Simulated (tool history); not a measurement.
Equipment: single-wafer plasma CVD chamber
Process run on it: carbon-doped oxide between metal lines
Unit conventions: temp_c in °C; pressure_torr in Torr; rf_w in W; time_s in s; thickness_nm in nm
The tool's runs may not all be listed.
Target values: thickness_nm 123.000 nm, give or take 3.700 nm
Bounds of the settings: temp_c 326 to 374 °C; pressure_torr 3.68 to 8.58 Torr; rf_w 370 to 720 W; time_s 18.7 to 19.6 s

run,day,temp_c,pressure_torr,rf_w,time_s,thickness_nm
1,0.000,350,6.13,545,19.6,105.110
2,0.067,350,6.13,475,19.6,93.411
3,0.121,350,6.71,475,19.6,94.195
4,0.325,350,6.71,430,19.6,85.623
5,0.546,349,6.73,460,19.6,92.025
6,0.817,347,6.81,485,19.6,97.282
7,1.192,345,6.90,500,19.6,100.330
8,1.325,344,6.96,515,19.6,102.520
9,1.629,343,6.99,530,19.6,105.620
10,1.925,342,7.02,545,19.6,108.840
11,2.012,341,7.05,555,19.6,110.460

Which single option among these 4 for the next run brings every result within its allowed miss of target? Just one does.
A,2.100,336,7.20,550,18.7,?
B,2.100,345,6.60,560,18.7,?
C,2.100,337,8.58,615,19.6,?
D,2.100,343,7.36,505,19.6,?

move,thickness_nm
A,106.670
B,105.020
C,122.530
D,102.440
A: further off than the last run
B: further off than the last run
C: all results land within tolerance of their targets
D: further off than the last run
Go with C: it meets all targets.
